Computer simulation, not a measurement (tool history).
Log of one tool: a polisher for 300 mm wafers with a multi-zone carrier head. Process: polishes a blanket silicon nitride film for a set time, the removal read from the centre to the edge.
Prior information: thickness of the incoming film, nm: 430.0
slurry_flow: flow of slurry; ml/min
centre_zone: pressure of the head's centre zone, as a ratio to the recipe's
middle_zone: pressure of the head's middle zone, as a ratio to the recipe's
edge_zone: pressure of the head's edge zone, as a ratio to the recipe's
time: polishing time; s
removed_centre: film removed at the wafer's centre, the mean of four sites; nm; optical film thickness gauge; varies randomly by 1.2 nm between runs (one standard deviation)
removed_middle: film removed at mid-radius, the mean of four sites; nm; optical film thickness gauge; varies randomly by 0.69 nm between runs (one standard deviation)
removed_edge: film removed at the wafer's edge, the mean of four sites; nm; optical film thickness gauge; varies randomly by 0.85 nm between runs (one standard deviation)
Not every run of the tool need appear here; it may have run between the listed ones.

run,day,slurry_flow,centre_zone,middle_zone,edge_zone,time,removed_centre,removed_middle,removed_edge
1,0,140,1,1,1,33,71.246,73.52,70.256
2,0.25,150,1.02,1.02,1,33,73.532,74.16,73.396
3,0.575,150,0.97,1.02,1,33,70.51,74.378,72.145
4,0.879,150,1,1.05,0.97,34,74.159,78.416,74.703
5,1.021,120,1,1.05,0.97,34,70.405,74.676,70.964
6,1.05,95,1,1.05,0.97,34,65.343,71.485,68.051
7,1.196,115,1.01,1.07,0.94,34,71.228,75.398,68.396

What does the tool deliver on the next run?
8,1.271,115,1.01,1.07,0.94,34,?,?,?

removed_centre: 71.012 nm
removed_middle: 75.265 nm
removed_edge: 70.101 nm
